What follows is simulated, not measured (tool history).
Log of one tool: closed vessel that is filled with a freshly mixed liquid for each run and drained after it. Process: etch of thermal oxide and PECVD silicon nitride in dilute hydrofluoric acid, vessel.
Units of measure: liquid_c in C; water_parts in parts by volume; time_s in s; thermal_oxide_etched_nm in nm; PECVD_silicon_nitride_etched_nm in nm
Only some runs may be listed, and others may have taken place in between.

run	hour	liquid_c	water_parts	time_s	thermal_oxide_etched_nm	PECVD_silicon_nitride_etched_nm
1	0	26	145	565	17.604	6.7267
2	1.2	28.5	130	580	22.651	9.0041
3	5.1	30	120	595	27.023	11.054
4	9.7	31	115	605	29.719	12.644
5	16.9	31	80	605	44.888	18.12
6	20.6	32	90	615	41.668	17.345
7	22.4	32.5	95	625	40.382	17.37

Predict the results of run 8:
8	26.5	33	100	630	?	?

thermal_oxide_etched_nm: 39.287 nm
PECVD_silicon_nitride_etched_nm: 17.083 nm
